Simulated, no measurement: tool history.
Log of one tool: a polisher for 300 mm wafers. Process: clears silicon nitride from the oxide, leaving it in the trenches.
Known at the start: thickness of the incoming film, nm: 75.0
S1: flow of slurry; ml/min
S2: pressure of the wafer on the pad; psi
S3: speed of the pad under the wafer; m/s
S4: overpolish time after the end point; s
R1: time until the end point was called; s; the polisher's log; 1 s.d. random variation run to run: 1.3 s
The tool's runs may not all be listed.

Run 1, hour 0: S1 125 ml/min, S2 2.5 psi, S3 0.96 m/s, S4 39 s. Result: R1 101.39 s.
Run 2, hour 8.8: S1 110 ml/min, S2 2.5 psi, S3 0.96 m/s, S4 39 s. Result: R1 103.38 s.
Run 3, hour 16.2: S1 110 ml/min, S2 2.3 psi, S3 0.96 m/s, S4 39 s. Result: R1 111.91 s.
Run 4, hour 20.3: S1 110 ml/min, S2 2.3 psi, S3 1.1 m/s, S4 39 s. Result: R1 101.55 s.
Run 5, hour 23.2: S1 110 ml/min, S2 2.3 psi, S3 1.1 m/s, S4 39 s. Result: R1 101.63 s.
Run 6, hour 31.1: S1 105 ml/min, S2 2.1 psi, S3 1.1 m/s, S4 39 s. Result: R1 114.27 s.
Run 7, hour 38.9: S1 80 ml/min, S2 1.5 psi, S3 1.1 m/s, S4 39 s. Result: R1 168.86 s.
Run 8, hour 40.7: S1 85 ml/min, S2 1.5 psi, S3 1.1 m/s, S4 39 s. Result: R1 166.39 s.
Run 9, hour 44.3: S1 90 ml/min, S2 1.5 psi, S3 1.1 m/s, S4 39 s. Result: R1 162.36 s.
Run 10, hour 53.2: S1 95 ml/min, S2 1.5 psi, S3 1.1 m/s, S4 39 s. Result: R1 159.35 s.
Run 11, hour 60.4: S1 100 ml/min, S2 1.5 psi, S3 1.1 m/s, S4 39 s. Result: R1 156.46 s.

Run 12, settings as shown, results not yet in. Your forecast:
Run 12, hour 68.2: S1 105 ml/min, S2 1.5 psi, S3 1.1 m/s, S4 39 s. Result: R1 ?.

R1: 156.4 s
